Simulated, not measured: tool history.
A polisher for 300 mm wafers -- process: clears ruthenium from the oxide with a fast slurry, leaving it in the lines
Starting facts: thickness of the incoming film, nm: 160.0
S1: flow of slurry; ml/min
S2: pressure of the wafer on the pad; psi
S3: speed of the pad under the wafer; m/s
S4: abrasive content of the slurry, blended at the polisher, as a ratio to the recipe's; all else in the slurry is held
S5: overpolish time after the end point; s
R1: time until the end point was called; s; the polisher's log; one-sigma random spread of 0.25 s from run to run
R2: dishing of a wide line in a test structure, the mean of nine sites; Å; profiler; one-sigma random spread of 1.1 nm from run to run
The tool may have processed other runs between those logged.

| run | hour | S1 | S2 | S3 | S4 | S5 | R1 | R2 |
|---|---|---|---|---|---|---|---|---|
| 1 | 0.0 | 185 | 2.3 | 1.18 | 1.00 | 27 | 51.481 | 654.30 |
| 2 | 8.7 | 185 | 2.3 | 1.18 | 1.15 | 27 | 49.908 | 666.30 |
| 3 | 12.7 | 150 | 2.3 | 1.18 | 1.15 | 27 | 50.838 | 657.23 |
| 4 | 13.5 | 160 | 2.6 | 1.18 | 1.15 | 27 | 44.322 | 715.31 |
| 5 | 18.9 | 165 | 2.8 | 1.18 | 1.15 | 27 | 41.402 | 739.35 |
| 6 | 22.2 | 165 | 2.8 | 1.00 | 1.15 | 27 | 47.996 | 676.61 |
| 7 | 28.9 | 170 | 3.0 | 1.06 | 1.15 | 27 | 42.151 | 725.23 |
| 8 | 32.4 | 175 | 3.1 | 1.10 | 1.15 | 28 | 39.447 | 787.02 |
| 9 | 37.5 | 175 | 3.2 | 1.14 | 1.15 | 28 | 37.409 | 796.81 |
| 10 | 40.9 | 175 | 3.3 | 1.20 | 1.15 | 28 | 34.552 | 852.11 |

For run 11, what comes out?
| 11 | 44.9 | 215 | 3.6 | 1.32 | 1.15 | 28 | ? | ? |

{"run 11": {"R1": 27.782, "R2": 920.59}}
